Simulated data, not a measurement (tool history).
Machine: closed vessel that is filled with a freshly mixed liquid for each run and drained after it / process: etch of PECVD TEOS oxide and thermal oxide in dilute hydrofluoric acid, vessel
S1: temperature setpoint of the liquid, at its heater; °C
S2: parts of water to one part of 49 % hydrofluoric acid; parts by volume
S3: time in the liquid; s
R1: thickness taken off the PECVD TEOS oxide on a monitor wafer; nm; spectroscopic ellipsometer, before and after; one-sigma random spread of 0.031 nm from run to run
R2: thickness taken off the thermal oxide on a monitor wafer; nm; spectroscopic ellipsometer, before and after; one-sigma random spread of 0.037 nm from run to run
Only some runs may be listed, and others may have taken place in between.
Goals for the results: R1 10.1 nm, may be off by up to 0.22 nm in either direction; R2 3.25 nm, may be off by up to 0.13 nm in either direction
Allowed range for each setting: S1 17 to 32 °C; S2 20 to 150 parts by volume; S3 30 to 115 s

run	hour	S1	S2	S3	R1	R2
1	0	24	85	60	11.113	3.6592
2	7.7	23.5	85	60	10.879	3.5235
3	14	23.5	85	45	8.1646	2.5789
4	14.9	23.5	100	45	6.8492	2.1661
5	23.3	25	100	45	7.2178	2.3385
6	30.5	25.5	100	45	7.3799	2.3583
7	38	26	100	45	7.475	2.4129
8	42.5	26.5	100	45	7.6474	2.4749
9	43.8	27	100	45	7.8342	2.5072
10	47.8	27.5	100	45	7.9563	2.5516
11	48.8	28	100	45	8.1338	2.6217
12	53.9	28.5	100	45	8.2964	2.6794
13	58	29	100	45	8.4374	2.7157
14	62	29.5	100	45	8.5734	2.7376

Exactly one of the 4 candidate moves below puts every result within its allowed miss. Which one?
A	66	28.5	115	60	?	?
B	66	30	115	40	?	?
C	66	30	100	35	?	?
D	66	29.5	120	65	?	?

move	R1	R2
A	9.4093	3.023
B	6.6336	2.1313
C	6.8164	2.19
D	10.072	3.2359
A: better than the last run, though not everything is in spec
B: its largest miss is bigger than the last run's
C: its largest miss is bigger than the last run's
D: every result lands within tolerance
D is the move that brings every result within its allowed miss.

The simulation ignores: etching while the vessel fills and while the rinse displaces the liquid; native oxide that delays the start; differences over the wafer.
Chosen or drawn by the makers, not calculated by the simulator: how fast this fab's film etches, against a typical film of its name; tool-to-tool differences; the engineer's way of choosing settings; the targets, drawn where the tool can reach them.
